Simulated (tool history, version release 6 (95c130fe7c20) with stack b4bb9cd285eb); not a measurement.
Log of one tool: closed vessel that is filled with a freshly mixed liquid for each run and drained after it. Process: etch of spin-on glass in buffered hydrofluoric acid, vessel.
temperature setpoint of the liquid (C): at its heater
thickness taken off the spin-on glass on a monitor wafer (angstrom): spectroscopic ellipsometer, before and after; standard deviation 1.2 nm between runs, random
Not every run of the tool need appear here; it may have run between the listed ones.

run,day,temperature setpoint of the liquid (C),parts of 40 % ammonium fluoride to one part of 49 % hydrofluoric acid (parts by volume),time in the liquid (s),thickness taken off the spin-on glass on a monitor wafer (angstrom)
1,0.000,24.0,10.5,100,2496.8
2,0.208,24.0,8.0,100,3211.1
3,0.525,27.0,8.0,100,3737.2
4,0.625,26.0,8.5,100,3287.0
5,0.783,26.0,10.5,100,2741.5
6,0.908,26.0,10.5,110,3024.3
7,1.275,25.0,11.0,110,2784.3
8,1.517,24.5,11.5,110,2579.7
9,1.633,24.0,12.0,110,2401.8
10,1.792,23.5,12.0,110,2372.8

Run 11 comes next. What will it give?
11,1.962,23.0,12.5,110,?

{"run 11": {"thickness taken off the spin-on glass on a monitor wafer (angstrom)": 2191.2}}
